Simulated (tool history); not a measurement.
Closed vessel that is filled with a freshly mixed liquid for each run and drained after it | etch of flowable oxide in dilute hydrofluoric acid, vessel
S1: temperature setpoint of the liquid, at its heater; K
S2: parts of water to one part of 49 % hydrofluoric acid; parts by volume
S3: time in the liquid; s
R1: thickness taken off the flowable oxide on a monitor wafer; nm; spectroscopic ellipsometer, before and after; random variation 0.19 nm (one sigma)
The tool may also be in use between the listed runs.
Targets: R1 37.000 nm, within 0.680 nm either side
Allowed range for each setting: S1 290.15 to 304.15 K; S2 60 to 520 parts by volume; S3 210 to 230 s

run	hour	S1	S2	S3	R1
1	0.0	296.15	290	210	17.521
2	1.2	296.15	375	210	12.502
3	5.4	296.15	375	210	12.632
4	8.5	298.15	375	210	13.455
5	13.3	294.65	375	210	11.833
6	17.9	298.15	375	210	13.355
7	19.1	299.65	330	210	16.847
8	27.6	300.65	295	210	19.956
9	34.9	301.65	265	210	23.611
10	38.1	302.15	245	210	26.698
11	42.0	302.65	230	210	29.380
12	46.4	303.15	220	210	31.391
13	48.6	303.15	215	210	32.604
14	52.5	304.15	190	210	39.344
15	60.3	303.65	190	210	38.575
16	64.4	303.15	190	210	38.143

Which of these 4 next moves meets every target?
A	68.5	303.15	200	210	?
B	68.5	303.65	205	210	?
C	68.5	302.15	200	215	?
D	68.5	300.65	195	230	?

move	R1
A	35.778
B	35.293
C	35.378
D	37.033
A: the result that was furthest off in the last run now lies on the other side of its target
B: the result that was furthest off in the last run now lies on the other side of its target
C: the result that was furthest off in the last run now lies on the other side of its target
D: meets every target
D meets every target.

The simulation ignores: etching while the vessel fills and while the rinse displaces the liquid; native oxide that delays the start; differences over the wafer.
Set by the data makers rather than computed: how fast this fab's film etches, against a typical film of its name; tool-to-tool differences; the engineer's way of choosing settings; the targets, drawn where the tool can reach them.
